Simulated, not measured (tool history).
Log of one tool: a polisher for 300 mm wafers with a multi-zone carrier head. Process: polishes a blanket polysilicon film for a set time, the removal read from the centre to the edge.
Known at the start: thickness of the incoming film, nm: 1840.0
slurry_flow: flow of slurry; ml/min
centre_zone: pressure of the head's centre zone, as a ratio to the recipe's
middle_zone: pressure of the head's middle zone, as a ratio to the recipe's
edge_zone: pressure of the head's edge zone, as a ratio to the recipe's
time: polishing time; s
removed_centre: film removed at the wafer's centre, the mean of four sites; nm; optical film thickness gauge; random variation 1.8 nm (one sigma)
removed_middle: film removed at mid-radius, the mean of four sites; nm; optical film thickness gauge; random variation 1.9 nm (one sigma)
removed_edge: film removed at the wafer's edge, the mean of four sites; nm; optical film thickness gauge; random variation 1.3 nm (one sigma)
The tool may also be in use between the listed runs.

{"run": 1, "hour": 0.0, "slurry_flow": 295, "centre_zone": 1.0, "middle_zone": 1.0, "edge_zone": 1.0, "time": 50, "removed_centre": 236.57, "removed_middle": 239.35, "removed_edge": 244.12}
{"run": 2, "hour": 2.1, "slurry_flow": 345, "centre_zone": 1.0, "middle_zone": 1.0, "edge_zone": 1.0, "time": 50, "removed_centre": 238.13, "removed_middle": 235.92, "removed_edge": 245.02}
{"run": 3, "hour": 5.8, "slurry_flow": 345, "centre_zone": 1.0, "middle_zone": 0.95, "edge_zone": 1.0, "time": 50, "removed_centre": 239.97, "removed_middle": 229.38, "removed_edge": 245.52}
{"run": 4, "hour": 7.2, "slurry_flow": 345, "centre_zone": 1.0, "middle_zone": 0.95, "edge_zone": 1.0, "time": 55, "removed_centre": 264.94, "removed_middle": 252.16, "removed_edge": 271.02}
{"run": 5, "hour": 9.0, "slurry_flow": 345, "centre_zone": 0.96, "middle_zone": 0.95, "edge_zone": 1.0, "time": 55, "removed_centre": 250.82, "removed_middle": 252.12, "removed_edge": 269.5}
{"run": 6, "hour": 16.2, "slurry_flow": 400, "centre_zone": 0.96, "middle_zone": 0.95, "edge_zone": 1.0, "time": 55, "removed_centre": 255.55, "removed_middle": 254.51, "removed_edge": 273.97}
{"run": 7, "hour": 21.9, "slurry_flow": 400, "centre_zone": 0.96, "middle_zone": 0.93, "edge_zone": 0.98, "time": 50, "removed_centre": 229.24, "removed_middle": 234.26, "removed_edge": 247.58}
{"run": 8, "hour": 28.6, "slurry_flow": 390, "centre_zone": 0.98, "middle_zone": 0.91, "edge_zone": 0.98, "time": 45, "removed_centre": 210.38, "removed_middle": 202.0, "removed_edge": 220.37}
{"run": 9, "hour": 33.5, "slurry_flow": 385, "centre_zone": 0.98, "middle_zone": 0.89, "edge_zone": 0.97, "time": 42, "removed_centre": 198.33, "removed_middle": 185.57, "removed_edge": 206.55}

The next listed run, before its measurement:
{"run": 10, "hour": 42.3, "slurry_flow": 380, "centre_zone": 0.98, "middle_zone": 0.87, "edge_zone": 0.95, "time": 40, "removed_centre": "?", "removed_middle": "?", "removed_edge": "?"}

Run 10 gave removed_centre 190.18 nm, removed_middle 170.77 nm, removed_edge 192.68 nm.
